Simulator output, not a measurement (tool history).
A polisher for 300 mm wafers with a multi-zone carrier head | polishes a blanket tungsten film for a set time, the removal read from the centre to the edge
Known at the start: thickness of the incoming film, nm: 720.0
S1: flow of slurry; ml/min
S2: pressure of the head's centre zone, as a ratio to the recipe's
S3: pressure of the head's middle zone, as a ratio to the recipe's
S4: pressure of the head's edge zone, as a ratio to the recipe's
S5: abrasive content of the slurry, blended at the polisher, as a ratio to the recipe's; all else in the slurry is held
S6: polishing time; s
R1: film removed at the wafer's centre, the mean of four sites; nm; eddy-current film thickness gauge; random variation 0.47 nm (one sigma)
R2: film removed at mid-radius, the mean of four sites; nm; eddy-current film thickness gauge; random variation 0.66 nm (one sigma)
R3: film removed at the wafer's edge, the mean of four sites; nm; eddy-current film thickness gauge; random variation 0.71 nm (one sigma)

run,hour,S1,S2,S3,S4,S5,S6,R1,R2,R3
1,0.0,120,1.00,1.00,1.00,1.00,40,149.490,150.180,140.730
2,8.8,105,0.94,1.01,1.03,0.85,33,106.290,113.630,113.720
3,16.1,95,0.90,1.03,1.01,0.75,29,83.428,96.474,94.451
4,22.3,90,0.87,1.03,1.00,0.65,28,75.706,90.779,86.135
# hour 25.2: edge zone pressure recalibrated
5,25.2,85,0.85,1.03,1.02,0.60,27,68.906,83.781,85.779
6,29.1,80,0.84,1.03,1.01,0.55,26,61.737,76.507,78.547
7,36.9,75,0.83,1.03,1.00,0.55,26,59.291,73.583,78.403
8,45.0,80,0.82,1.08,0.90,0.50,25,57.453,76.161,71.586

The next listed run, before its measurement:
9,53.4,80,0.82,1.07,0.91,0.50,25,?,?,?

R1: 56.830 nm
R2: 75.919 nm
R3: 72.459 nm

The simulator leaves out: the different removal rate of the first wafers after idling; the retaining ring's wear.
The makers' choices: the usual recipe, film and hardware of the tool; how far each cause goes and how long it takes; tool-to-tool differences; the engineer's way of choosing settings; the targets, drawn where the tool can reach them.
